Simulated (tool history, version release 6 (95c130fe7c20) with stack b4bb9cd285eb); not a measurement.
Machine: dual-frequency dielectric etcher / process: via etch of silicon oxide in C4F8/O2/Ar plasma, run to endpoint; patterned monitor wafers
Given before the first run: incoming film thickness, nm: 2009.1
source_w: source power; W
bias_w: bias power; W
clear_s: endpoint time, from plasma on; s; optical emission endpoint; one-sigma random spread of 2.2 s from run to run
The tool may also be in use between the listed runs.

run,day,source_w,bias_w,clear_s
1,0.000,2280,2719,333.85
2,0.100,2450,2796,319.43
3,0.262,2560,2841,311.58
4,0.358,2650,2877,303.70
5,0.708,2710,2900,305.55
# day 0.842: wet clean of the chamber
6,0.842,2950,2900,272.58
7,1.071,2920,2894,271.29

Run 8 is up next; what results do you expect?
8,1.154,2890,2892,?

clear_s: 276.25 s
